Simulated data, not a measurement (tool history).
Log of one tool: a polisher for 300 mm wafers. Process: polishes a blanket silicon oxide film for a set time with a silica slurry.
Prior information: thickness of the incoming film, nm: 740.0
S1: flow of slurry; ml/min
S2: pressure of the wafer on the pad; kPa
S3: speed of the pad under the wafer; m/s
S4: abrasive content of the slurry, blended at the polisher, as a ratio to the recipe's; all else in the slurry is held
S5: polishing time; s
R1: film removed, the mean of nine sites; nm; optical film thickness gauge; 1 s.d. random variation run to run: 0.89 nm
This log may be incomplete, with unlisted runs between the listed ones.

run,hour,S1,S2,S3,S4,S5,R1
1,0.0,205,34.5,1.38,1.0,39,194.91
2,4.6,200,31.7,1.38,1.0,39,176.24
3,5.5,220,31.7,1.38,1.0,39,180.01
4,12.9,220,31.7,1.38,1.0,39,177.67
5,20.2,220,31.7,1.22,1.0,39,167.34
6,27.3,200,31.7,1.22,1.0,39,166.93

Forecast run 7:
7,35.4,200,29.6,1.22,1.0,39,?

Run 7 produced R1 154.76 nm.

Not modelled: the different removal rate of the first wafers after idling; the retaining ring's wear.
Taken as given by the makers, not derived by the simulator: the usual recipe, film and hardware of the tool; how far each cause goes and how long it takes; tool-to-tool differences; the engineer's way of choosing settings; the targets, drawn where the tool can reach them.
